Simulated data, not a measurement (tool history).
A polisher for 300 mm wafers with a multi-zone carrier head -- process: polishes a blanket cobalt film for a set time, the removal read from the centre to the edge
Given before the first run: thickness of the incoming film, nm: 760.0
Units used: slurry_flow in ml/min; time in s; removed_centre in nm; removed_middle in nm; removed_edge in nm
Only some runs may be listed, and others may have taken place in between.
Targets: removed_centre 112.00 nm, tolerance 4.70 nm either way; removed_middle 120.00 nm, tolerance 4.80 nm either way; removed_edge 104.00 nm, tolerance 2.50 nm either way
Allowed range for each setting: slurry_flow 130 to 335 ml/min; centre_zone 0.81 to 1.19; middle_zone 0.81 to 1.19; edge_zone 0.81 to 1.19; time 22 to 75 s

run  hour  slurry_flow  centre_zone  middle_zone  edge_zone  time  removed_centre  removed_middle  removed_edge
  1   0.0          215         1.00         1.00       1.00    48          132.78          135.37        130.43
  2   1.2          215         1.00         1.00       1.00    57          157.05          159.95        152.45
  3   6.8          210         1.00         1.01       0.96    53          142.74          149.61        140.61
  4  11.0          215         1.01         1.03       0.94    49          138.25          140.99        127.14
  5  18.0          215         1.01         1.03       1.01    49          133.71          138.09        134.11
     20.2  -- worn pad replaced by a new one
  6  20.2          215         1.01         1.03       1.01    42          121.97          128.49        120.05
  7  21.2          210         1.00         1.02       0.98    42          124.23          125.48        118.43
  8  29.6          210         0.99         1.03       0.96    41          115.00          122.71        113.80
  9  37.7          210         0.99         1.03       0.94    41          118.72          123.39        115.18
 10  42.7          210         0.99         1.04       0.92    40          112.39          123.41        109.41
 11  44.1          210         0.99         1.04       0.91    40          115.59          120.63        109.68
 12  51.9          210         0.99         1.05       0.90    40          116.88          122.25        108.50
 13  60.7          205         0.99         1.05       0.89    40          117.25          120.13        106.90

Which single option among these 4 for the next run brings every result within its allowed miss of target? Just one does.
  A  69.5          210         1.01         1.10       0.92    38               ?               ?             ?
  B  69.5          165         1.08         1.05       0.85    41               ?               ?             ?
  C  69.5          210         1.10         1.01       0.87    40               ?               ?             ?
  D  69.5          240         0.93         1.00       0.93    40               ?               ?             ?

move  removed_centre  removed_middle  removed_edge
   A          110.17          118.60        104.87
   B          122.86          119.27        107.11
   C          126.30          116.05        107.95
   D          108.42          116.89        112.28
A: each result inside its tolerance
B: misses by more than the last run did
C: misses by more than the last run did
D: misses by more than the last run did
The right move is A.
